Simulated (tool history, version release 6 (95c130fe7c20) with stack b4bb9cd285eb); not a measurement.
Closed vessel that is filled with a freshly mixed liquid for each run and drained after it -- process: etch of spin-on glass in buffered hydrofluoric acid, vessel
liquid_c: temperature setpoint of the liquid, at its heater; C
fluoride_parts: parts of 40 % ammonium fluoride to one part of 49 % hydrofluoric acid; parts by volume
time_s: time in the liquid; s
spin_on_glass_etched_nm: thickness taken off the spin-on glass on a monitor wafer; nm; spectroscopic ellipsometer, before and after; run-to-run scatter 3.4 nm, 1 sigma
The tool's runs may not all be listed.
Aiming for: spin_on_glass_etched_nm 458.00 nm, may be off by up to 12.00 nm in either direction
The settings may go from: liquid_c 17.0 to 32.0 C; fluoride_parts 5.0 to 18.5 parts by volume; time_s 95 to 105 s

Run 1, hour 0.0: liquid_c 25.0 C, fluoride_parts 11.5 parts by volume, time_s 95 s. Result: spin_on_glass_etched_nm 233.51 nm.
Run 2, hour 7.5: liquid_c 23.5 C, fluoride_parts 11.5 parts by volume, time_s 95 s. Result: spin_on_glass_etched_nm 213.94 nm.
Run 3, hour 16.5: liquid_c 23.5 C, fluoride_parts 14.5 parts by volume, time_s 95 s. Result: spin_on_glass_etched_nm 168.71 nm.
Run 4, hour 19.0: liquid_c 25.0 C, fluoride_parts 13.5 parts by volume, time_s 95 s. Result: spin_on_glass_etched_nm 200.05 nm.
Run 5, hour 24.8: liquid_c 25.0 C, fluoride_parts 13.5 parts by volume, time_s 105 s. Result: spin_on_glass_etched_nm 216.94 nm.
Run 6, hour 27.9: liquid_c 23.0 C, fluoride_parts 13.5 parts by volume, time_s 105 s. Result: spin_on_glass_etched_nm 196.50 nm.
Run 7, hour 33.0: liquid_c 24.5 C, fluoride_parts 13.0 parts by volume, time_s 105 s. Result: spin_on_glass_etched_nm 223.15 nm.
Run 8, hour 40.6: liquid_c 25.5 C, fluoride_parts 12.5 parts by volume, time_s 105 s. Result: spin_on_glass_etched_nm 240.82 nm.
Run 9, hour 49.8: liquid_c 26.5 C, fluoride_parts 12.0 parts by volume, time_s 105 s. Result: spin_on_glass_etched_nm 270.20 nm.
Run 10, hour 51.0: liquid_c 27.5 C, fluoride_parts 11.5 parts by volume, time_s 105 s. Result: spin_on_glass_etched_nm 295.75 nm.
Run 11, hour 53.2: liquid_c 28.0 C, fluoride_parts 11.0 parts by volume, time_s 105 s. Result: spin_on_glass_etched_nm 318.01 nm.
Run 12, hour 57.2: liquid_c 28.5 C, fluoride_parts 10.5 parts by volume, time_s 105 s. Result: spin_on_glass_etched_nm 340.28 nm.

Which one of the following 5 next-run settings gets every result inside its allowed miss? There is exactly one.
Run A, hour 61.2: liquid_c 25.0 C, fluoride_parts 5.0 parts by volume, time_s 105 s. Result: spin_on_glass_etched_nm ?.
Run B, hour 61.2: liquid_c 31.0 C, fluoride_parts 8.0 parts by volume, time_s 105 s. Result: spin_on_glass_etched_nm ?.
Run C, hour 61.2: liquid_c 28.0 C, fluoride_parts 7.0 parts by volume, time_s 105 s. Result: spin_on_glass_etched_nm ?.
Run D, hour 61.2: liquid_c 32.0 C, fluoride_parts 9.0 parts by volume, time_s 105 s. Result: spin_on_glass_etched_nm ?.
Run E, hour 61.2: liquid_c 25.5 C, fluoride_parts 6.0 parts by volume, time_s 105 s. Result: spin_on_glass_etched_nm ?.

move  spin_on_glass_etched_nm
   A                   545.77
   B                   487.22
   C                   480.67
   D                   451.72
   E                   480.59
A: takes the result that was furthest off past its target
B: takes the result that was furthest off past its target
C: takes the result that was furthest off past its target
D: each result inside its tolerance
E: takes the result that was furthest off past its target
The move that meets every target is D.

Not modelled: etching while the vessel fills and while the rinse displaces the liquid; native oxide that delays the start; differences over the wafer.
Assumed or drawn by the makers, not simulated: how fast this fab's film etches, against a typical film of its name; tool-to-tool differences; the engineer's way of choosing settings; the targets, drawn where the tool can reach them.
